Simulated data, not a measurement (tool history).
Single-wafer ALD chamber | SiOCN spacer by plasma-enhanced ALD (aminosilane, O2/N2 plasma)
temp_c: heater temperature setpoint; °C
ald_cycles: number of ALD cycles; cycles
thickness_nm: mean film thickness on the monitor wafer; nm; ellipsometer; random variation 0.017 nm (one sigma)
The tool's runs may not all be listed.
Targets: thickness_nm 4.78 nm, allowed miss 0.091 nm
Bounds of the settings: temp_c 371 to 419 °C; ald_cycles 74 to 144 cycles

| run | day | temp_c | ald_cycles | thickness_nm |
|---|---|---|---|---|
| 1 | 0 | 395 | 109 | 6.478 |
| 2 | 0.112 | 395 | 104 | 6.2317 |
| 3 | 0.179 | 396 | 99 | 5.8948 |
| 4 | 0.229 | 396 | 91 | 5.4682 |
| 5 | 0.55 | 396 | 89 | 5.3054 |
| 6 | 0.75 | 390 | 89 | 5.2798 |
| 7 | 1.121 | 390 | 87 | 5.1943 |
| 8 | 1.483 | 390 | 86 | 5.119 |
| 9 | 1.542 | 390 | 85 | 5.0713 |
| 10 | 1.796 | 390 | 84 | 4.9684 |
| 11 | 2.1 | 390 | 83 | 4.9522 |
| 12 | 2.358 | 390 | 82 | 4.9077 |

Which of these 5 next moves meets every target?
| A | 2.617 | 401 | 86 | ? |
| B | 2.617 | 382 | 83 | ? |
| C | 2.617 | 397 | 85 | ? |
| D | 2.617 | 381 | 80 | ? |
| E | 2.617 | 389 | 85 | ? |

| move | thickness_nm |
|---|---|
| A | 5.0912 |
| B | 4.9305 |
| C | 5.0493 |
| D | 4.7523 |
| E | 5.0493 |
A: further off than the last run
B: further off than the last run
C: further off than the last run
D: meets every target
E: further off than the last run
Move D is the one to make.

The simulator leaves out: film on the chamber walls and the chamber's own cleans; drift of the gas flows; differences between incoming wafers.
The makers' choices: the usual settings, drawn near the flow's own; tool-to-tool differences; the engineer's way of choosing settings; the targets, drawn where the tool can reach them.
